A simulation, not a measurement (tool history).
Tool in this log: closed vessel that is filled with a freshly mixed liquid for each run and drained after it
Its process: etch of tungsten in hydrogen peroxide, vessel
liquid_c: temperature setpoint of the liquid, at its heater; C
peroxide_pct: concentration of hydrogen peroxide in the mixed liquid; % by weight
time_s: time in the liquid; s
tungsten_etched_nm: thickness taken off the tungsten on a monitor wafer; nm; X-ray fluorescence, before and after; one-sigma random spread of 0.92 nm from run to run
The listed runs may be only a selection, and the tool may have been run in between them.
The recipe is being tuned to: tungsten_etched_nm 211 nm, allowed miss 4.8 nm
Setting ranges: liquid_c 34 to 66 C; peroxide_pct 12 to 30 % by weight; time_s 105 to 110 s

run 1 day=0 | liquid_c=50 peroxide_pct=20.5 time_s=105 | tungsten_etched_nm=129.85
run 2 day=0.025 | liquid_c=51 peroxide_pct=20.5 time_s=105 | tungsten_etched_nm=140.35
run 3 day=0.317 | liquid_c=45.5 peroxide_pct=20.5 time_s=105 | tungsten_etched_nm=98.675
run 4 day=0.675 | liquid_c=45.5 peroxide_pct=20.5 time_s=110 | tungsten_etched_nm=103.69
run 5 day=0.938 | liquid_c=47 peroxide_pct=20.5 time_s=110 | tungsten_etched_nm=115.19
run 6 day=1.212 | liquid_c=47 peroxide_pct=24 time_s=110 | tungsten_etched_nm=124.16
run 7 day=1.275 | liquid_c=48 peroxide_pct=24 time_s=110 | tungsten_etched_nm=132.38
run 8 day=1.371 | liquid_c=49 peroxide_pct=24 time_s=110 | tungsten_etched_nm=140.11
run 9 day=1.692 | liquid_c=57 peroxide_pct=24 time_s=110 | tungsten_etched_nm=225.48
run 10 day=1.862 | liquid_c=56.5 peroxide_pct=24 time_s=110 | tungsten_etched_nm=220.62

Next run, 4 choices. One meets every target within its allowed miss, the rest don't. Which?
run A day=2.033 | liquid_c=56 peroxide_pct=28 time_s=110 | tungsten_etched_nm=?
run B day=2.033 | liquid_c=55 peroxide_pct=26 time_s=110 | tungsten_etched_nm=?
run C day=2.033 | liquid_c=57.5 peroxide_pct=24.5 time_s=105 | tungsten_etched_nm=?
run D day=2.033 | liquid_c=56 peroxide_pct=27 time_s=110 | tungsten_etched_nm=?

move=A tungsten_etched_nm=230.7
move=B tungsten_etched_nm=209.55
move=C tungsten_etched_nm=224.93
move=D tungsten_etched_nm=226.54
A: the biggest miss grows against the last run
B: every result lands within tolerance
C: the biggest miss grows against the last run
D: the biggest miss grows against the last run
B meets every target.
